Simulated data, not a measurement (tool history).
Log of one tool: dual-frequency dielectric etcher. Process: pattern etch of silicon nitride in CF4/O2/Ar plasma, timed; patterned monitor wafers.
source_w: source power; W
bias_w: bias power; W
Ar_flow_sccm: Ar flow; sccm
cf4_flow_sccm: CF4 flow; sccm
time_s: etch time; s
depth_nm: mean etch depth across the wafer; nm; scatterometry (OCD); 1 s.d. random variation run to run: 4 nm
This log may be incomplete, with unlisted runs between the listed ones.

Run 1, hour 0.0: source_w 740 W, bias_w 42 W, Ar_flow_sccm 82 sccm, cf4_flow_sccm 76 sccm, time_s 290.5 s. Result: depth_nm 665.77 nm.
Run 2, hour 1.5: source_w 740 W, bias_w 42 W, Ar_flow_sccm 71 sccm, cf4_flow_sccm 76 sccm, time_s 290.5 s. Result: depth_nm 678.93 nm.
Run 3, hour 9.7: source_w 740 W, bias_w 42 W, Ar_flow_sccm 60 sccm, cf4_flow_sccm 76 sccm, time_s 290.5 s. Result: depth_nm 693.81 nm.
Run 4, hour 12.6: source_w 740 W, bias_w 37 W, Ar_flow_sccm 60 sccm, cf4_flow_sccm 76 sccm, time_s 290.5 s. Result: depth_nm 661.30 nm.
Run 5, hour 17.6: source_w 740 W, bias_w 37 W, Ar_flow_sccm 66 sccm, cf4_flow_sccm 76 sccm, time_s 290.5 s. Result: depth_nm 656.90 nm.
Run 6, hour 19.1: source_w 770 W, bias_w 37 W, Ar_flow_sccm 66 sccm, cf4_flow_sccm 76 sccm, time_s 290.5 s. Result: depth_nm 682.83 nm.

Run 7, settings as shown, results not yet in. Your forecast:
Run 7, hour 22.7: source_w 790 W, bias_w 37 W, Ar_flow_sccm 66 sccm, cf4_flow_sccm 76 sccm, time_s 290.5 s. Result: depth_nm ?.

Run 7 measured depth_nm 680.28 nm.
